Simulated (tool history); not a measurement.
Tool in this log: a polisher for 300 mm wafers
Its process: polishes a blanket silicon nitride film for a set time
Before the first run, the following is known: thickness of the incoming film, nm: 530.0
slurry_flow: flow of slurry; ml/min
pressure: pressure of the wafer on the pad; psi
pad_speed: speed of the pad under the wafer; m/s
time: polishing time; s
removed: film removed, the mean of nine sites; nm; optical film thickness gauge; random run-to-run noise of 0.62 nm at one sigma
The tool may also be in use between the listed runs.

Run 1, day 0: slurry_flow 140 ml/min, pressure 4.1 psi, pad_speed 1.38 m/s, time 31 s. Result: removed 59.873 nm.
Run 2, day 0.358: slurry_flow 115 ml/min, pressure 4.1 psi, pad_speed 1.38 m/s, time 31 s. Result: removed 55.781 nm.
Run 3, day 0.567: slurry_flow 115 ml/min, pressure 5.1 psi, pad_speed 1.38 m/s, time 31 s. Result: removed 65.618 nm.
Run 4, day 0.862: slurry_flow 115 ml/min, pressure 4.9 psi, pad_speed 1.38 m/s, time 31 s. Result: removed 64.551 nm.
At day 0.971: slurry nozzle cleaned.
Run 5, day 0.971: slurry_flow 115 ml/min, pressure 4.8 psi, pad_speed 1.38 m/s, time 31 s. Result: removed 74.973 nm.
Run 6, day 1.325: slurry_flow 115 ml/min, pressure 4.8 psi, pad_speed 1.38 m/s, time 31 s. Result: removed 75.21 nm.

For run 7, what comes out?
Run 7, day 1.7: slurry_flow 115 ml/min, pressure 4.6 psi, pad_speed 1.38 m/s, time 31 s. Result: removed ?.

{"run 7": {"removed": 72.544}}

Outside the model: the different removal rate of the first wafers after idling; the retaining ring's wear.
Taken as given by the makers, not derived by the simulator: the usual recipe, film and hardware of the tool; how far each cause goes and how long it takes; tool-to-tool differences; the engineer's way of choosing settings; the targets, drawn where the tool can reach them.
